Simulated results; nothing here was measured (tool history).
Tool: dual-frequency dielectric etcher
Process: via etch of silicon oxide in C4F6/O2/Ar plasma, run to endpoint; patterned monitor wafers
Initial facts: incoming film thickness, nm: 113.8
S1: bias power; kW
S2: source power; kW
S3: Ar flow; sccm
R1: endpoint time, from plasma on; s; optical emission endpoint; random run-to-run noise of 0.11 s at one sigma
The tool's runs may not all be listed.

run	hour	S1	S2	S3	R1
1	0	0.343	0.4	270	26.269
2	7.4	0.358	0.4	269	25.867
3	15	0.358	0.36	269	26.293
4	23.5	0.358	0.4	269	25.54
5	30.6	0.358	0.4	229	25.383
6	38.1	0.327	0.4	229	26.552

Forecast run 7:
7	44	0.341	0.4	228	?

Run 7 gave R1 26.144 s.
